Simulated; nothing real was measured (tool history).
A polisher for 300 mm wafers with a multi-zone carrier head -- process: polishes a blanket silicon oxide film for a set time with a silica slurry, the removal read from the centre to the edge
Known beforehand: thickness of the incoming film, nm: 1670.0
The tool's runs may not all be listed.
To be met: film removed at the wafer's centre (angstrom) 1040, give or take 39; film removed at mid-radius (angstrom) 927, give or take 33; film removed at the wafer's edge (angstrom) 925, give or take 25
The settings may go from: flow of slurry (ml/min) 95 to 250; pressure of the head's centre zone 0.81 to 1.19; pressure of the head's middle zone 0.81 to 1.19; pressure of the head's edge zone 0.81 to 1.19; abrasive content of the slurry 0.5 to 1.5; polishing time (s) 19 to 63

| run | day | flow of slurry (ml/min) | pressure of the head's centre zone | pressure of the head's middle zone | pressure of the head's edge zone | abrasive content of the slurry | polishing time (s) | film removed at the wafer's centre (angstrom) | film removed at mid-radius (angstrom) | film removed at the wafer's edge (angstrom) |
|---|---|---|---|---|---|---|---|---|---|---|
| 1 | 0 | 160 | 1 | 1 | 1 | 1 | 41 | 1359.4 | 1444.4 | 1530 |
| 2 | 0.225 | 160 | 1.02 | 1 | 0.97 | 0.9 | 40 | 1242 | 1324.2 | 1379.6 |
| 3 | 0.538 | 170 | 1.05 | 0.99 | 0.94 | 0.85 | 39 | 1201.2 | 1250.8 | 1257.3 |
| 4 | 0.562 | 170 | 1.07 | 0.97 | 0.92 | 0.8 | 39 | 1190.4 | 1159 | 1211.2 |
| 5 | 0.692 | 170 | 1.09 | 0.97 | 0.9 | 0.75 | 39 | 1099.4 | 1090.1 | 1137.1 |
| 6 | 0.788 | 170 | 1.09 | 0.97 | 0.9 | 0.9 | 39 | 1307.2 | 1276.8 | 1315.3 |
| 7 | 1.025 | 180 | 1.11 | 0.97 | 0.89 | 0.85 | 39 | 1308.4 | 1251.3 | 1239.1 |
| 8 | 1.129 | 180 | 1.12 | 0.96 | 0.88 | 0.8 | 39 | 1251.7 | 1154.1 | 1197.6 |
| 9 | 1.258 | 180 | 1.13 | 0.96 | 0.87 | 0.75 | 39 | 1190.4 | 1103.3 | 1107.8 |
| 10 | 1.6 | 175 | 1.14 | 0.96 | 0.86 | 0.75 | 39 | 1208 | 1084.4 | 1107.4 |
| 11 | 1.967 | 165 | 1.14 | 0.97 | 0.85 | 0.75 | 39 | 1171.8 | 1095.2 | 1084.3 |
|  | 2.133 | centre zone pressure recalibrated |
| 12 | 2.133 | 120 | 1.19 | 0.92 | 0.81 | 0.5 | 39 | 691.59 | 526.94 | 558.21 |

Below are 4 possible settings for the next run. Only one of them brings all results inside the allowed miss of their targets. Which is it?
| A | 2.3 | 125 | 1.19 | 0.98 | 0.82 | 0.65 | 41 | ? | ? | ? |
| B | 2.3 | 165 | 1.06 | 1.08 | 0.83 | 0.7 | 36 | ? | ? | ? |
| C | 2.3 | 110 | 1.07 | 0.96 | 0.81 | 0.65 | 39 | ? | ? | ? |
| D | 2.3 | 135 | 1.1 | 1 | 0.86 | 0.65 | 40 | ? | ? | ? |

| move | film removed at the wafer's centre (angstrom) | film removed at mid-radius (angstrom) | film removed at the wafer's edge (angstrom) |
|---|---|---|---|
| A | 1136 | 916.75 | 926.01 |
| B | 1043.6 | 1005 | 932.88 |
| C | 930.93 | 829.37 | 855.95 |
| D | 1046.9 | 925.27 | 928.77 |
A: corrects the largest miss of the last run, while another result sits out of spec
B: corrects the largest miss of the last run, while another result sits out of spec
C: nearer than the last run, and not there yet
D: every result lands within tolerance
D is the move that brings every result within its allowed miss.
